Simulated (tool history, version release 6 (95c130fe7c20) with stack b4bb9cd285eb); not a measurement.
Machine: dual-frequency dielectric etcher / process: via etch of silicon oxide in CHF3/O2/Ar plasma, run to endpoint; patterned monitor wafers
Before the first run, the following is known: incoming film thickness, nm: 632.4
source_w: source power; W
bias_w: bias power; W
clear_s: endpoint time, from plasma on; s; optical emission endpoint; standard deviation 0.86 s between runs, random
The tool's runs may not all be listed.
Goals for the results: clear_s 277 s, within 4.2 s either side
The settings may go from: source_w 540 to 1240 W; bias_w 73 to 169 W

run 1 hour=0 | source_w=890 bias_w=121 | clear_s=326.46
run 2 hour=1.2 | source_w=990 bias_w=121 | clear_s=309.98
run 3 hour=5 | source_w=1010 bias_w=121 | clear_s=306.24
run 4 hour=11.4 | source_w=1030 bias_w=121 | clear_s=306.34
run 5 hour=13.5 | source_w=1050 bias_w=122 | clear_s=300.53
run 6 hour=14 | source_w=1050 bias_w=131 | clear_s=293.58
run 7 hour=17.4 | source_w=1060 bias_w=131 | clear_s=293.05
run 8 hour=25.1 | source_w=1070 bias_w=131 | clear_s=292.59
run 9 hour=29.3 | source_w=1080 bias_w=131 | clear_s=289.33
run 10 hour=30.8 | source_w=1090 bias_w=131 | clear_s=288.45
run 11 hour=39.1 | source_w=1100 bias_w=131 | clear_s=288.27
run 12 hour=42.4 | source_w=1110 bias_w=131 | clear_s=286.13
run 13 hour=44.1 | source_w=1120 bias_w=131 | clear_s=285.17
run 14 hour=44.8 | source_w=1130 bias_w=131 | clear_s=282.49

Exercise: of the 4 proposed moves below, exactly one satisfies all targets within the stated allowed misses. Which move is it?
run A hour=45.5 | source_w=1130 bias_w=127 | clear_s=?
run B hour=45.5 | source_w=1210 bias_w=127 | clear_s=?
run C hour=45.5 | source_w=1110 bias_w=125 | clear_s=?
run D hour=45.5 | source_w=1210 bias_w=110 | clear_s=?

move=A clear_s=287.03
move=B clear_s=278.04
move=C clear_s=291.1
move=D clear_s=292.5
A: lands further from the targets than the last run did
B: every result lands within tolerance
C: lands further from the targets than the last run did
D: lands further from the targets than the last run did
The move that meets every target is B.

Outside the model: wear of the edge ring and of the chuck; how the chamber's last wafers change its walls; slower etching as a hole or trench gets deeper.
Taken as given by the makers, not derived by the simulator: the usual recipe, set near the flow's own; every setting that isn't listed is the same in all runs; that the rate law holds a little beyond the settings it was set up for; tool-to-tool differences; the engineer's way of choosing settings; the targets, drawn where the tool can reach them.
